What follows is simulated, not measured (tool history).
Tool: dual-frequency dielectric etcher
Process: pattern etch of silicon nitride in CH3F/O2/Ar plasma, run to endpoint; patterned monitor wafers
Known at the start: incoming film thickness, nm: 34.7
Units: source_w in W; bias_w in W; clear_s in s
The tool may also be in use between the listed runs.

run,hour,source_w,bias_w,clear_s
1,0,340,82,52.619
2,7.8,310,82,54.033
3,8.7,260,82,57.202
4,9.4,230,82,59.07
5,15.8,270,85,55.813
6,22.9,230,85,58.951
7,23.6,270,88,54.49

Forecast run 8:
8,29.8,290,89,?

Run 8 gave clear_s 54.008 s.
